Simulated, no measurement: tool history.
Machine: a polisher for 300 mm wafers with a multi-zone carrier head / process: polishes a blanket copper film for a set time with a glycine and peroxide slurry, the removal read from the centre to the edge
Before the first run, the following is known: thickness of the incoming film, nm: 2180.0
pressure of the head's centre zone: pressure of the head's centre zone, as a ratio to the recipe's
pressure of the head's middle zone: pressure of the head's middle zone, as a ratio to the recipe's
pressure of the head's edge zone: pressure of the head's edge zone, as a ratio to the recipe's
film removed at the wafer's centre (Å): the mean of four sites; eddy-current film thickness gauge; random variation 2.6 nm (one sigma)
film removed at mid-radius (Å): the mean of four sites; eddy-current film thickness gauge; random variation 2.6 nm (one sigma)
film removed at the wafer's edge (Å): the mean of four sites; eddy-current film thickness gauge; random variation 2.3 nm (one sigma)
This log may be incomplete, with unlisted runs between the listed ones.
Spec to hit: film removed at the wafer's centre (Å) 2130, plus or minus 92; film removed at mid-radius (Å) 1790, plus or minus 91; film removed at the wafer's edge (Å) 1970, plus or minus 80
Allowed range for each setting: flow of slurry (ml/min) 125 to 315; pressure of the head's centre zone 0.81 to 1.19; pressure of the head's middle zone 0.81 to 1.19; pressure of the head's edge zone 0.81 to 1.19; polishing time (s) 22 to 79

run  hour  flow of slurry (ml/min)  pressure of the head's centre zone  pressure of the head's middle zone  pressure of the head's edge zone  polishing time (s)  film removed at the wafer's centre (Å)  film removed at mid-radius (Å)  film removed at the wafer's edge (Å)
  1     0                      205                                   1                                   1                                 1                  50                                  2187.2                          2145.2                                2299.8
  2     6                      200                                1.01                                0.98                              0.98                  49                                  2168.1                          2091.6                                2193.9
  3   8.8                      170                                1.01                                0.98                              0.98                  49                                  2116.7                          1994.6                                2127.8
  4  14.4                      165                                1.02                                0.97                              0.97                  49                                  2076.6                          2054.4                                2144.3
  5  19.7                      165                                1.02                                0.97                              0.97                  39                                  1692.6                          1629.4                                1654.4
  6  28.3                      180                                1.04                                0.97                              0.99                  39                                  1751.3                          1666.4                                1745.5
  7  36.3                      195                                1.07                                0.96                              0.99                  39                                  1856.9                          1646.1                                1735.9
  8  36.9                      205                                1.08                                0.97                                 1                  39                                  1863.6                          1627.5                                1764.1
  9  45.1                      205                                1.08                                0.97                                 1                  39                                  1882.5                          1687.9                                1757.1

5 next moves are on the table. One of them brings every result within its allowed miss. Which?
  A  53.3                      175                                1.03                                1.09                               0.9                  38                                       ?                               ?                                     ?
  B  53.3                      240                                1.01                                0.81                              1.19                  44                                       ?                               ?                                     ?
  C  53.3                      200                                1.08                                1.03                              0.97                  44                                       ?                               ?                                     ?
  D  53.3                      215                                1.13                                0.96                              1.07                  42                                       ?                               ?                                     ?
  E  53.3                      190                                1.06                                0.89                              1.06                  46                                       ?                               ?                                     ?

move  film removed at the wafer's centre (Å)  film removed at mid-radius (Å)  film removed at the wafer's edge (Å)
   A                                  1683.8                            1785                                1557.9
   B                                  2012.8                          1691.9                                2163.1
   C                                    2096                          2013.5                                1903.1
   D                                  2118.3                          1830.2                                1926.1
   E                                  2128.6                            1847                                2071.7
A: further off than the last run
B: closer than the last run, but not yet in spec
C: brings the result that was furthest off to its target, and leaves another outside
D: all results land within tolerance of their targets
E: brings the result that was furthest off to its target, and leaves another outside
D is the move that brings every result within its allowed miss.

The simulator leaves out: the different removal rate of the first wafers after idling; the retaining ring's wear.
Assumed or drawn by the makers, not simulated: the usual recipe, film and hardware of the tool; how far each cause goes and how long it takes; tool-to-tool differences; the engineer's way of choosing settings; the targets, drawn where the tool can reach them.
